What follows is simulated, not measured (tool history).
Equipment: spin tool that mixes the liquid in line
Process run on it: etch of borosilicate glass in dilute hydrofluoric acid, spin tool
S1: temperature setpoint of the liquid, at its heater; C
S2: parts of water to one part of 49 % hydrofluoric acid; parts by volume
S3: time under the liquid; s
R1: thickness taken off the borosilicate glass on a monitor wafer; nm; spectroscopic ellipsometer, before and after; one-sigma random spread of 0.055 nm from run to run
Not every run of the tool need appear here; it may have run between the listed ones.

run,hour,S1,S2,S3,R1
1,0.0,25.0,270,85,11.0630
2,7.5,25.0,270,85,11.1150
3,16.1,23.0,290,85,9.2083
4,20.3,21.5,300,85,8.3834
5,27.3,19.5,300,85,7.8656
6,34.3,18.0,300,85,7.5672
# hour 37.7: thermometer replaced
7,37.7,18.0,310,85,6.8508

What will run 8 give?
8,46.0,17.5,310,85,?

{"run 8": {"R1": 6.6873}}
